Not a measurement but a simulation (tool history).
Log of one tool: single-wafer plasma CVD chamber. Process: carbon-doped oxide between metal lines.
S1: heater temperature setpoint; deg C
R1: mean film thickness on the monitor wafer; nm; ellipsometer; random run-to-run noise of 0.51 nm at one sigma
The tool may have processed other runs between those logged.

Run 1, hour 0.0: S1 345 deg C, chamber pressure (Torr) 4.53, RF power (kW) 0.530, deposition time (s) 20.7. Result: R1 107.94 nm.
Run 2, hour 6.4: S1 344 deg C, chamber pressure (Torr) 4.67, RF power (kW) 0.545, deposition time (s) 20.7. Result: R1 110.47 nm.
Run 3, hour 14.4: S1 338 deg C, chamber pressure (Torr) 4.67, RF power (kW) 0.545, deposition time (s) 20.7. Result: R1 112.44 nm.
Run 4, hour 18.3: S1 337 deg C, chamber pressure (Torr) 4.77, RF power (kW) 0.560, deposition time (s) 20.7. Result: R1 115.21 nm.
Run 5, hour 21.1: S1 337 deg C, chamber pressure (Torr) 4.77, RF power (kW) 0.495, deposition time (s) 20.7. Result: R1 108.26 nm.
Run 6, hour 23.3: S1 337 deg C, chamber pressure (Torr) 4.77, RF power (kW) 0.495, deposition time (s) 21.4. Result: R1 111.56 nm.
Run 7, hour 30.2: S1 336 deg C, chamber pressure (Torr) 4.91, RF power (kW) 0.510, deposition time (s) 21.4. Result: R1 114.32 nm.
Run 8, hour 34.0: S1 335 deg C, chamber pressure (Torr) 5.02, RF power (kW) 0.520, deposition time (s) 21.4. Result: R1 117.14 nm.
Run 9, hour 38.0: S1 334 deg C, chamber pressure (Torr) 5.16, RF power (kW) 0.525, deposition time (s) 21.4. Result: R1 116.44 nm.
Run 10, hour 44.9: S1 333 deg C, chamber pressure (Torr) 5.17, RF power (kW) 0.540, deposition time (s) 21.4. Result: R1 119.33 nm.
Run 11, hour 50.4: S1 332 deg C, chamber pressure (Torr) 5.21, RF power (kW) 0.550, deposition time (s) 21.4. Result: R1 120.98 nm.
Run 12, hour 53.7: S1 332 deg C, chamber pressure (Torr) 5.21, RF power (kW) 0.550, deposition time (s) 21.4. Result: R1 121.13 nm.
Run 13, hour 57.7: S1 331 deg C, chamber pressure (Torr) 5.25, RF power (kW) 0.555, deposition time (s) 21.4. Result: R1 122.96 nm.
Run 14, hour 65.6: S1 331 deg C, chamber pressure (Torr) 5.25, RF power (kW) 0.555, deposition time (s) 21.4. Result: R1 122.59 nm.
Run 15, hour 70.8: S1 330 deg C, chamber pressure (Torr) 5.28, RF power (kW) 0.560, deposition time (s) 21.4. Result: R1 124.11 nm.
Run 16, hour 78.6: S1 330 deg C, chamber pressure (Torr) 5.28, RF power (kW) 0.560, deposition time (s) 21.4. Result: R1 123.52 nm.
Run 17, hour 79.4: S1 329 deg C, chamber pressure (Torr) 5.31, RF power (kW) 0.565, deposition time (s) 21.4. Result: R1 124.78 nm.

Forecast run 18:
Run 18, hour 87.9: S1 328 deg C, chamber pressure (Torr) 5.33, RF power (kW) 0.565, deposition time (s) 21.4. Result: R1 ?.

R1: 124.97 nm
